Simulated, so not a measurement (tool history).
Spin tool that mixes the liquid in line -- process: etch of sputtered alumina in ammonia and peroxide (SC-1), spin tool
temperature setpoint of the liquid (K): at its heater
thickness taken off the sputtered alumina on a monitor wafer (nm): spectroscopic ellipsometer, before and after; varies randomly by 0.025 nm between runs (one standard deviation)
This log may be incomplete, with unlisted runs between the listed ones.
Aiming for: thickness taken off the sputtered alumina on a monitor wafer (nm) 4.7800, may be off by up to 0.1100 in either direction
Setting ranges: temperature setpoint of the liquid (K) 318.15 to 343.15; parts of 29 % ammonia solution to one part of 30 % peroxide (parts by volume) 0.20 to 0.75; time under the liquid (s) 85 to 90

run  hour  temperature setpoint of the liquid (K)  parts of 29 % ammonia solution to one part of 30 % peroxide (parts by volume)  time under the liquid (s)  thickness taken off the sputtered alumina on a monitor wafer (nm)
  1   0.0                                  334.15                                                                           0.45                         85                                                             6.7211
  2   7.4                                  334.15                                                                           0.55                         85                                                             6.8730
  3   9.4                                  334.15                                                                           0.55                         90                                                             7.2692
  4  11.4                                  332.15                                                                           0.55                         90                                                             6.5071
  5  19.6                                  332.15                                                                           0.60                         90                                                             6.5376
  6  25.4                                  332.15                                                                           0.60                         90                                                             6.6001
  7  28.6                                  330.65                                                                           0.60                         90                                                             6.0753
  8  37.1                                  329.65                                                                           0.60                         90                                                             5.7762
  9  39.5                                  328.65                                                                           0.60                         90                                                             5.4903

Exactly one of the 5 candidate moves below puts every result within its allowed miss. Which one?
  A  41.9                                  328.65                                                                           0.50                         85                                                                  ?
  B  41.9                                  327.65                                                                           0.75                         85                                                                  ?
  C  41.9                                  327.15                                                                           0.60                         90                                                                  ?
  D  41.9                                  327.15                                                                           0.65                         85                                                                  ?
  E  41.9                                  326.65                                                                           0.75                         90                                                                  ?

move  thickness taken off the sputtered alumina on a monitor wafer (nm)
   A                                                             5.0756
   B                                                             5.0014
   C                                                             5.0483
   D                                                             4.8041
   E                                                             5.0199
A: better than the last run, though not everything is in spec
B: better than the last run, though not everything is in spec
C: better than the last run, though not everything is in spec
D: meets every target
E: better than the last run, though not everything is in spec
D is the move that brings every result within its allowed miss.
